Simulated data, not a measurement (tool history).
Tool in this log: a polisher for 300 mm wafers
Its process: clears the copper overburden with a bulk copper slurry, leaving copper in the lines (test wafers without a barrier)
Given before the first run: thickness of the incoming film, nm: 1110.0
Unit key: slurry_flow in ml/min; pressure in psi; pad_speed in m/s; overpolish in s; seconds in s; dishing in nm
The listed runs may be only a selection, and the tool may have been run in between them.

run 1 hour=0.0 | slurry_flow=255 pressure=2.7 pad_speed=1.02 slurry_solids=1.0 overpolish=16 | seconds=138.26 dishing=76.211
run 2 hour=7.2 | slurry_flow=255 pressure=2.5 pad_speed=1.02 slurry_solids=1.0 overpolish=16 | seconds=143.85 dishing=73.165
run 3 hour=11.0 | slurry_flow=255 pressure=2.3 pad_speed=1.00 slurry_solids=1.0 overpolish=16 | seconds=157.46 dishing=67.605
run 4 hour=12.2 | slurry_flow=255 pressure=2.1 pad_speed=1.00 slurry_solids=1.0 overpolish=16 | seconds=166.66 dishing=64.367
run 5 hour=19.8 | slurry_flow=255 pressure=2.4 pad_speed=1.00 slurry_solids=1.0 overpolish=16 | seconds=158.16 dishing=69.401
run 6 hour=23.4 | slurry_flow=255 pressure=2.2 pad_speed=1.00 slurry_solids=1.0 overpolish=16 | seconds=159.53 dishing=65.860

What does the tool deliver on the next run?
run 7 hour=28.1 | slurry_flow=255 pressure=2.0 pad_speed=0.98 slurry_solids=1.0 overpolish=16 | seconds=? dishing=?

Run 7 gave seconds 179.55 s, dishing 62.335 nm.

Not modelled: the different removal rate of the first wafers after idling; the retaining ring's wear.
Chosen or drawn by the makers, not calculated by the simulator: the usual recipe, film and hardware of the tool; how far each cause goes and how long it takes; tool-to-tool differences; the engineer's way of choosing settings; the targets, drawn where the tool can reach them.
